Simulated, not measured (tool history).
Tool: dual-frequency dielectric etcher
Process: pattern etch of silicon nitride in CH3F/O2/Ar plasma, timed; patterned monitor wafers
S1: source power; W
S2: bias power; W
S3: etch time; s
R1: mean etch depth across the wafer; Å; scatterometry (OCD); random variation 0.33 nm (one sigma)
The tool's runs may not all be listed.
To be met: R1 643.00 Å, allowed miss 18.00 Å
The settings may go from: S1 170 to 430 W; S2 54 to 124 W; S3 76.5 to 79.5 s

run,hour,S1,S2,S3,R1
1,0.0,300,89,76.5,554.09
2,1.2,310,90,76.5,566.27
3,7.8,310,90,76.5,567.17
4,14.0,310,75,76.5,539.19
5,14.7,320,76,76.5,551.44
6,18.6,270,76,76.5,498.27
7,20.7,280,77,76.5,512.27
8,27.7,290,78,76.5,522.05
9,30.8,300,79,76.5,536.55
10,31.9,310,80,76.5,549.78
11,36.2,320,80,76.5,566.97
12,41.8,330,80,76.5,574.02

4 next moves are on the table. One of them brings every result within its allowed miss. Which?
A,47.4,340,90,78.5,?
B,47.4,370,89,78.0,?
C,47.4,280,81,76.5,?
D,47.4,310,96,79.5,?

move,R1
A,614.04
B,637.32
C,520.30
D,599.61
A: nearer than the last run, and not there yet
B: meets every target
C: further off than the last run
D: nearer than the last run, and not there yet
Answer: B
